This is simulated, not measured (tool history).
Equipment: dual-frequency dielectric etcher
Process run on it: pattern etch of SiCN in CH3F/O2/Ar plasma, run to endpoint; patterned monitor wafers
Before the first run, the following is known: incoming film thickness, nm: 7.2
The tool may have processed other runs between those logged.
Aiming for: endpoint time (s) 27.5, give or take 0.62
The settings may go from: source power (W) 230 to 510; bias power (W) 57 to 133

| run | hour | source power (W) | bias power (W) | endpoint time (s) |
|---|---|---|---|---|
| 1 | 0 | 370 | 95 | 19.661 |
| 2 | 7.8 | 320 | 82 | 22.275 |
| 3 | 16 | 290 | 74 | 23.973 |
| 4 | 23.9 | 270 | 69 | 25.586 |
| 5 | 29.7 | 260 | 68 | 26.446 |
| 6 | 38.2 | 260 | 76 | 25.188 |
| 7 | 45.8 | 250 | 73 | 25.849 |
| 8 | 53 | 240 | 71 | 26.857 |

4 candidate next runs follow, results not yet known. Just one meets every target within its allowed miss. Identify it.
| A | 60.2 | 240 | 77 | ? |
| B | 60.2 | 230 | 71 | ? |
| C | 60.2 | 250 | 72 | ? |
| D | 60.2 | 230 | 63 | ? |

| move | endpoint time (s) |
|---|---|
| A | 26.037 |
| B | 27.493 |
| C | 26.307 |
| D | 28.942 |
A: lands further from the targets than the last run did
B: hits every target within its allowed miss
C: lands further from the targets than the last run did
D: the result that was furthest off in the last run now lies on the other side of its target
The move that meets every target is B.
